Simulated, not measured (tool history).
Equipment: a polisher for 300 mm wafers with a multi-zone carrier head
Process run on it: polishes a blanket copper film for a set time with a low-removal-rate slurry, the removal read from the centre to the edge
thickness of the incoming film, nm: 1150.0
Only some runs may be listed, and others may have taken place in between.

run,hour,flow of slurry (ml/min),pressure of the head's centre zone,pressure of the head's middle zone,pressure of the head's edge zone,abrasive content of the slurry,polishing time (s),film removed at the wafer's centre (angstrom),film removed at mid-radius (angstrom),film removed at the wafer's edge (angstrom)
1,0.0,290,1.00,1.00,1.00,1.00,51,1633.2,1538.5,1657.7
2,2.2,345,1.00,1.00,1.00,1.00,51,1673.2,1587.2,1699.8
3,5.9,345,1.00,1.08,1.00,1.00,51,1680.1,1709.1,1696.3
4,13.0,345,1.08,1.08,1.00,1.00,51,1779.8,1699.3,1699.3
5,14.5,325,1.06,1.09,0.95,0.95,51,1754.2,1681.8,1633.5
6,21.6,325,1.06,1.09,0.95,0.95,61,2087.7,2013.6,1977.9
7,22.4,320,1.04,1.11,0.92,0.85,59,1909.1,1981.1,1847.1
8,23.1,315,1.04,1.11,0.89,0.75,57,1804.0,1859.6,1715.5

Run 9 comes next. What will it give?
9,28.8,310,1.04,1.11,0.87,0.70,56,?,?,?

film removed at the wafer's centre (angstrom): 1801.9
film removed at mid-radius (angstrom): 1796.7
film removed at the wafer's edge (angstrom): 1626.0
